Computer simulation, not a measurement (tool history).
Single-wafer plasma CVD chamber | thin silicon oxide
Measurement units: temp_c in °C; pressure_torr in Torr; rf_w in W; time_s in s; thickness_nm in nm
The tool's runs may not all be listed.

Run 1, hour 0.0: temp_c 385 °C, pressure_torr 0.579 Torr, rf_w 355 W, time_s 13.3 s. Result: thickness_nm 18.014 nm.
Run 2, hour 1.4: temp_c 385 °C, pressure_torr 0.579 Torr, rf_w 335 W, time_s 13.3 s. Result: thickness_nm 17.450 nm.
Run 3, hour 4.8: temp_c 395 °C, pressure_torr 0.579 Torr, rf_w 335 W, time_s 13.3 s. Result: thickness_nm 17.366 nm.
Run 4, hour 6.2: temp_c 404 °C, pressure_torr 0.579 Torr, rf_w 335 W, time_s 13.3 s. Result: thickness_nm 17.298 nm.
Run 5, hour 8.1: temp_c 404 °C, pressure_torr 0.632 Torr, rf_w 335 W, time_s 13.3 s. Result: thickness_nm 18.792 nm.
Run 6, hour 8.8: temp_c 404 °C, pressure_torr 0.599 Torr, rf_w 335 W, time_s 13.3 s. Result: thickness_nm 17.684 nm.
Run 7, hour 15.6: temp_c 404 °C, pressure_torr 0.573 Torr, rf_w 335 W, time_s 13.3 s. Result: thickness_nm 17.156 nm.
Run 8, hour 24.6: temp_c 404 °C, pressure_torr 0.547 Torr, rf_w 335 W, time_s 13.3 s. Result: thickness_nm 16.285 nm.

Run 9 comes next. What will it give?
At hour 28.9: thermocouple changed; heater temperature recalibrated.
Run 9, hour 28.9: temp_c 404 °C, pressure_torr 0.431 Torr, rf_w 330 W, time_s 13.3 s. Result: thickness_nm ?.

thickness_nm: 12.738 nm
